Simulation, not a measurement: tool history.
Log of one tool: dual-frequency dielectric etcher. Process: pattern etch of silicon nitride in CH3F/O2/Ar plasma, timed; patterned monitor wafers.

run,hour,source power (W),bias power (W),etch time (s),mean etch depth across the wafer (angstrom)
1,0.0,360,86,44.5,301.65
2,0.9,420,86,44.5,320.70
3,4.6,400,82,44.0,307.85
4,11.4,400,66,44.0,291.27
5,15.4,380,64,43.5,280.30
6,17.3,380,52,43.5,267.08
7,19.3,360,52,43.0,257.86
8,27.3,350,52,43.0,257.44
9,28.1,340,52,43.0,251.17
10,35.0,330,52,43.0,252.83
11,42.7,320,52,43.0,249.52

Forecast run 12:
12,47.5,310,52,43.0,?

mean etch depth across the wafer (angstrom): 244.89
